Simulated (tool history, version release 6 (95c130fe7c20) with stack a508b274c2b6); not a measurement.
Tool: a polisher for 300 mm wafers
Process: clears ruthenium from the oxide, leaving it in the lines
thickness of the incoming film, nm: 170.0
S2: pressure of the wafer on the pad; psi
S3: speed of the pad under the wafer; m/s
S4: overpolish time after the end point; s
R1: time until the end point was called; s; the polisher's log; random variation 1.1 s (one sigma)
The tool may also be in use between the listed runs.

{"run": 1, "hour": 0.0, "flow of slurry (ml/min)": 145, "S2": 2.5, "S3": 1.16, "S4": 15, "R1": 88.39}
{"run": 2, "hour": 7.9, "flow of slurry (ml/min)": 145, "S2": 1.9, "S3": 1.16, "S4": 15, "R1": 110.28}
{"run": 3, "hour": 12.3, "flow of slurry (ml/min)": 145, "S2": 1.9, "S3": 1.0, "S4": 15, "R1": 131.73}
{"run": 4, "hour": 16.8, "flow of slurry (ml/min)": 145, "S2": 2.1, "S3": 1.02, "S4": 15, "R1": 113.99}
{"run": 5, "hour": 21.0, "flow of slurry (ml/min)": 145, "S2": 2.1, "S3": 1.02, "S4": 16, "R1": 117.81}
{"run": 6, "hour": 25.2, "flow of slurry (ml/min)": 145, "S2": 2.3, "S3": 1.02, "S4": 16, "R1": 103.02}
{"run": 7, "hour": 32.1, "flow of slurry (ml/min)": 145, "S2": 2.4, "S3": 1.02, "S4": 16, "R1": 105.15}
{"run": 8, "hour": 37.1, "flow of slurry (ml/min)": 145, "S2": 2.5, "S3": 1.02, "S4": 16, "R1": 96.083}
{"run": 9, "hour": 43.2, "flow of slurry (ml/min)": 145, "S2": 2.6, "S3": 1.02, "S4": 16, "R1": 94.931}
{"run": 10, "hour": 50.6, "flow of slurry (ml/min)": 145, "S2": 2.7, "S3": 1.02, "S4": 16, "R1": 95.056}
{"run": 11, "hour": 55.6, "flow of slurry (ml/min)": 145, "S2": 2.8, "S3": 1.04, "S4": 16, "R1": 90.191}

Run 12 comes next. What will it give?
{"run": 12, "hour": 56.2, "flow of slurry (ml/min)": 145, "S2": 2.9, "S3": 1.04, "S4": 16, "R1": "?"}

{"run 12": {"R1": 87.689}}

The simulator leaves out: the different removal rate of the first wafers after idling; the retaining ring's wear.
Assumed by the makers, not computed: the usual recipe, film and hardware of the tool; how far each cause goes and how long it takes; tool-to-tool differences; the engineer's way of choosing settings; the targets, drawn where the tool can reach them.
